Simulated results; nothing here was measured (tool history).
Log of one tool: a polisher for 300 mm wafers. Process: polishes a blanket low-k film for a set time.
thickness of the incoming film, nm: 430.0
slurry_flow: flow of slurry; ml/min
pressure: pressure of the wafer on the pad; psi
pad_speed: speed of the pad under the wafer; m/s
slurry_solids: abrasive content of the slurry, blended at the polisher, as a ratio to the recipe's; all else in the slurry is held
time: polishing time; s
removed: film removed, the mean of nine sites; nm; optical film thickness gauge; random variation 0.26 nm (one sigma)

Run 1, day 0: slurry_flow 160 ml/min, pressure 1.9 psi, pad_speed 1 m/s, slurry_solids 1, time 104 s. Result: removed 44.41 nm.
Run 2, day 0.338: slurry_flow 160 ml/min, pressure 1.9 psi, pad_speed 1 m/s, slurry_solids 1.1, time 104 s. Result: removed 46.612 nm.
Run 3, day 0.712: slurry_flow 160 ml/min, pressure 2.1 psi, pad_speed 1 m/s, slurry_solids 1.1, time 104 s. Result: removed 51.293 nm.
Run 4, day 0.896: slurry_flow 150 ml/min, pressure 1.9 psi, pad_speed 1 m/s, slurry_solids 1.1, time 104 s. Result: removed 46.889 nm.
Run 5, day 0.967: slurry_flow 150 ml/min, pressure 1.8 psi, pad_speed 1 m/s, slurry_solids 1.1, time 104 s. Result: removed 45.033 nm.
Run 6, day 1.292: slurry_flow 150 ml/min, pressure 1.8 psi, pad_speed 1 m/s, slurry_solids 1.1, time 109 s. Result: removed 46.438 nm.
Run 7, day 1.617: slurry_flow 150 ml/min, pressure 1.7 psi, pad_speed 1 m/s, slurry_solids 1.1, time 109 s. Result: removed 44.683 nm.
Run 8, day 1.667: slurry_flow 150 ml/min, pressure 1.6 psi, pad_speed 1 m/s, slurry_solids 1.1, time 109 s. Result: removed 42.414 nm.
Run 9, day 1.792: slurry_flow 150 ml/min, pressure 1.5 psi, pad_speed 1 m/s, slurry_solids 1.1, time 109 s. Result: removed 41.166 nm.

Forecast run 10:
Run 10, day 1.979: slurry_flow 145 ml/min, pressure 1.5 psi, pad_speed 1 m/s, slurry_solids 1.1, time 109 s. Result: removed ?.

Run 10 gave removed 40.476 nm.
